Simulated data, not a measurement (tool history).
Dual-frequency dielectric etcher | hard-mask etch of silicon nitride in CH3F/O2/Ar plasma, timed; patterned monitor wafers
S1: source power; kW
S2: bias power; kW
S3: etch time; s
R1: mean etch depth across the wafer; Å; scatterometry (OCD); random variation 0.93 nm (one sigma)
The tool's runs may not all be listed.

run  hour     S1     S2     S3      R1
  1   0.0  0.540  0.083  164.0  1409.4
  2   8.4  0.540  0.083  164.0  1415.0
  3  10.1  0.500  0.083  164.0  1372.3
  4  18.1  0.500  0.083  171.5  1414.8
  5  24.2  0.410  0.083  171.5  1347.3
  6  24.8  0.470  0.086  171.5  1411.7
     26.5  -- source power generator calibrated
  7  26.5  0.520  0.088  171.5  1454.6

Run 8 comes next. What will it give?
  8  29.9  0.570  0.090  171.5   ?

R1: 1518.6 Å
